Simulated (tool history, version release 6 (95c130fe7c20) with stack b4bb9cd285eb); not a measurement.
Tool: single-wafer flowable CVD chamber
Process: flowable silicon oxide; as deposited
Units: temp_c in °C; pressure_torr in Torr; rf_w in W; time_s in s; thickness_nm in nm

| run | hour | temp_c | pressure_torr | rf_w | time_s | thickness_nm |
|---|---|---|---|---|---|---|
| 1 | 0 | 105 | 0.713 | 2585 | 368 | 172.6 |
| 2 | 7.3 | 105 | 0.713 | 2585 | 350 | 165.66 |
| 3 | 13.3 | 96 | 0.713 | 2585 | 350 | 230.69 |
| 4 | 19.3 | 99 | 0.712 | 2585 | 350 | 207.54 |
| 5 | 25.4 | 99 | 0.712 | 2440 | 350 | 203.75 |
| 6 | 31.7 | 108 | 0.712 | 2440 | 350 | 144.77 |

The next listed run, before its measurement:
| 7 | 32.6 | 109 | 0.712 | 2440 | 350 | ? |

thickness_nm: 140.06 nm

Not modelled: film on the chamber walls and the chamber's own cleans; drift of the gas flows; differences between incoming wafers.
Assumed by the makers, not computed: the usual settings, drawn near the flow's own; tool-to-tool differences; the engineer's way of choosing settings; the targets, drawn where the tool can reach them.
